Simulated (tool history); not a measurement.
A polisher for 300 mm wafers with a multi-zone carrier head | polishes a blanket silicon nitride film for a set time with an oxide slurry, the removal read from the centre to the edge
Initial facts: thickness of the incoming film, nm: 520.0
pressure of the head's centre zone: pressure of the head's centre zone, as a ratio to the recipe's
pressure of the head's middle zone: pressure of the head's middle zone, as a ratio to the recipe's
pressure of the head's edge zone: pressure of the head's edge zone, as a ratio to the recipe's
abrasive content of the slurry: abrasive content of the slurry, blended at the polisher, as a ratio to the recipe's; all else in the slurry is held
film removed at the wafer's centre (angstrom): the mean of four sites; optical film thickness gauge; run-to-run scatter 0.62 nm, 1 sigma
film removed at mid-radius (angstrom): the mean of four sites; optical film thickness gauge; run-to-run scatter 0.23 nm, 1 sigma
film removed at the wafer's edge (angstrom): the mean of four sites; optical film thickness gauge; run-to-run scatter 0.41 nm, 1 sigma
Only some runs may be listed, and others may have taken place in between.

| run | hour | flow of slurry (ml/min) | pressure of the head's centre zone | pressure of the head's middle zone | pressure of the head's edge zone | abrasive content of the slurry | polishing time (s) | film removed at the wafer's centre (angstrom) | film removed at mid-radius (angstrom) | film removed at the wafer's edge (angstrom) |
|---|---|---|---|---|---|---|---|---|---|---|
| 1 | 0 | 210 | 1 | 1 | 1 | 1 | 73 | 477.7 | 456.65 | 471.66 |
| 2 | 8.8 | 210 | 1 | 0.94 | 1 | 1 | 73 | 463.59 | 431.6 | 477.44 |
| 3 | 9.9 | 200 | 1.02 | 0.92 | 1 | 1 | 73 | 469.27 | 420.9 | 469.19 |
| 4 | 13.7 | 200 | 1.02 | 0.92 | 1 | 1 | 58 | 373.99 | 337.22 | 367.84 |
| 5 | 22.3 | 200 | 1.02 | 0.92 | 1.07 | 1 | 58 | 370.87 | 336.37 | 384.6 |
| 6 | 24.5 | 200 | 1.02 | 0.92 | 1.07 | 1 | 74 | 477.92 | 432.08 | 496.29 |
| 7 | 25.2 | 195 | 1.03 | 0.9 | 1.07 | 1 | 74 | 473.73 | 419.61 | 482.53 |

Run 8 is up next; what results do you expect?
| 8 | 27.2 | 190 | 1.04 | 0.89 | 1.08 | 1 | 74 | ? | ? | ? |

{"run 8": {"film removed at the wafer's centre (angstrom)": 481.52, "film removed at mid-radius (angstrom)": 413.41, "film removed at the wafer's edge (angstrom)": 487.76}}
